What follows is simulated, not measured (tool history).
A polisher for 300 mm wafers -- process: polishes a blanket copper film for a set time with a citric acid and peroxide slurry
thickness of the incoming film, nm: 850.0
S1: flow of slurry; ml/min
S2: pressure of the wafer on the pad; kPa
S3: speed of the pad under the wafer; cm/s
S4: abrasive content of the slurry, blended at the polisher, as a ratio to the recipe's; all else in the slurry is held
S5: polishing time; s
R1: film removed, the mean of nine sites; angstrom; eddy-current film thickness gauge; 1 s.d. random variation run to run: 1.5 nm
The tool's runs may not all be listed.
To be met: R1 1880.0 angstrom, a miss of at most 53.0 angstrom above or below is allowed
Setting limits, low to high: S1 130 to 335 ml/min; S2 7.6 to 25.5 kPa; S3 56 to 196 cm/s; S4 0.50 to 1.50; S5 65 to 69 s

run	hour	S1	S2	S3	S4	S5	R1
1	0.0	215	16.5	126	1.00	65	1265.7
2	8.6	215	16.5	146	1.00	65	1404.3
3	14.3	220	17.2	146	1.00	65	1422.4
4	15.8	170	17.2	146	1.00	65	1402.1
5	16.4	170	17.2	146	0.80	65	1341.4
6	23.7	175	17.9	146	0.80	65	1416.0
7	28.4	180	18.6	146	0.80	65	1476.2
8	34.9	180	18.6	146	0.80	65	1474.6
9	43.0	185	19.3	146	0.80	65	1529.0
10	45.3	190	20.0	146	0.80	65	1586.5
11	53.5	195	20.7	146	0.80	65	1651.8
12	57.4	200	20.7	146	0.80	65	1642.3
13	58.2	200	21.4	146	0.80	65	1701.0
14	59.1	210	22.8	146	0.80	65	1813.8

Exactly one of the 4 candidate moves below puts every result within its allowed miss. Which one?
A	60.0	190	22.1	156	0.70	68	?
B	60.0	240	22.1	134	0.75	68	?
C	60.0	260	21.4	152	0.75	65	?
D	60.0	215	20.7	160	0.80	65	?

move	R1
A	1858.8
B	1728.0
C	1757.9
D	1751.5
A: each result inside its tolerance
B: the biggest miss grows against the last run
C: the biggest miss grows against the last run
D: the biggest miss grows against the last run
Go with A: it meets all targets.

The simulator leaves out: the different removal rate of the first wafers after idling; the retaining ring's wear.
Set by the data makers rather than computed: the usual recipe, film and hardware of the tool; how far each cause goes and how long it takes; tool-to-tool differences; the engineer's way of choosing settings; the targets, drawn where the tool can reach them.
